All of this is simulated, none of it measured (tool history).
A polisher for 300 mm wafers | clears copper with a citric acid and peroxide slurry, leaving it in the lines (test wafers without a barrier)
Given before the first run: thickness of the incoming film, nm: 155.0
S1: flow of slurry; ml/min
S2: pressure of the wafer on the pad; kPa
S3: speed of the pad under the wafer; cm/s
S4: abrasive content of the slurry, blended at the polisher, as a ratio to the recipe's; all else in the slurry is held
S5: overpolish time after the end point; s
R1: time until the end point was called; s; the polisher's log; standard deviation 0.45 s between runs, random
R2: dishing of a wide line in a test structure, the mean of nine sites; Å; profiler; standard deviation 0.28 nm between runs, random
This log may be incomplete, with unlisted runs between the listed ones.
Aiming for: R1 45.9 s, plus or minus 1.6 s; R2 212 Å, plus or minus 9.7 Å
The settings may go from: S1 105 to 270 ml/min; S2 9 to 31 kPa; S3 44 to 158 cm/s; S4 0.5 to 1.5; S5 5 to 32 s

run  hour   S1    S2   S3  S4  S5      R1      R2
  1     0  175    20  100   1  16  70.846  266.02
  2   8.5  150    20  100   1  16  73.628  256.54
  3  12.7  165  21.4  100   1  14  67.218  248.57
  4  13.7  180  22.8  100   1  12  62.064   229.6
  5  20.4  180  25.5  100   1  12  55.973   262.6
  6  24.4  180  25.5   90   1  12  61.738   236.6
  7  32.4  190  26.9   90   1  11  57.056  230.57
  8  35.2  200  27.6   90   1  10  56.009  216.08
  9    38  200  27.6   90   1  10  56.865  217.82
 10  38.8  200  28.3   92   1   9  52.754  205.32
 11  41.1  205    29   92   1   9   50.97   212.6
 12  45.9  205    29   92   1   9  52.317   211.2
 13  46.5  230    31   94   1   7  46.845   182.9
 14  47.4  220    31   94   1   7  47.208  182.31
 15    53  210    31   94   1   7  47.201   184.7
 16  55.8  210    31   96   1   7  46.224  185.83
 17  58.5  210    31   98   1   7  45.821  191.96
 18  61.4  205    31   98   1   7  46.135  181.08
 19  66.9  210    31   98   1   7  45.547  187.22
 20  75.4  215    31   98   1  10  45.356  263.56

Which single option among these 5 for the next run brings every result within its allowed miss of target? Just one does.
  A  83.9  215  30.3  102   0.9   9   ?   ?
  B  83.9  225    31   90  0.75   8   ?   ?
  C  83.9  225    31   96  0.95   9   ?   ?
  D  83.9  190  26.2  116   1.1   8   ?   ?
  E  83.9  215  30.3   98  1.15   9   ?   ?

move      R1      R2
   A  46.274  237.42
   B  51.835  191.44
   C  47.034  233.97
   D  46.741   210.3
   E  45.868  239.38
A: gains on the last run, yet a result remains outside its allowed miss
B: moves the result that the last run missed by most past its target, out the other side
C: gains on the last run, yet a result remains outside its allowed miss
D: all results land within tolerance of their targets
E: gains on the last run, yet a result remains outside its allowed miss
D meets every target.

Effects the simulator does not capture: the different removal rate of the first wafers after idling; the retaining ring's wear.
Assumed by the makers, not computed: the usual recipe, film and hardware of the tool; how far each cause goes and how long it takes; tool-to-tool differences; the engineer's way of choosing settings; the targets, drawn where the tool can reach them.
